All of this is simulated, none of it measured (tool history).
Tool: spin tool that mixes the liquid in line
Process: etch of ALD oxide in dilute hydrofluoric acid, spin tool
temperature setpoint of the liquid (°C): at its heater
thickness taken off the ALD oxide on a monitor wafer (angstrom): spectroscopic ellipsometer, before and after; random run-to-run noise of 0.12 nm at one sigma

run	hour	temperature setpoint of the liquid (°C)	parts of water to one part of 49 % hydrofluoric acid (parts by volume)	time under the liquid (s)	thickness taken off the ALD oxide on a monitor wafer (angstrom)
1	0.0	23.0	215	290	276.59
2	7.8	26.0	215	290	311.26
3	12.4	23.0	215	290	282.22
4	20.4	21.5	235	290	232.34
5	23.5	20.5	245	290	215.82
6	29.9	20.5	245	310	231.21
7	33.2	19.5	260	310	205.24

Forecast run 8:
8	34.0	19.0	270	310	?

Run 8 produced thickness taken off the ALD oxide on a monitor wafer (angstrom) 189.81.

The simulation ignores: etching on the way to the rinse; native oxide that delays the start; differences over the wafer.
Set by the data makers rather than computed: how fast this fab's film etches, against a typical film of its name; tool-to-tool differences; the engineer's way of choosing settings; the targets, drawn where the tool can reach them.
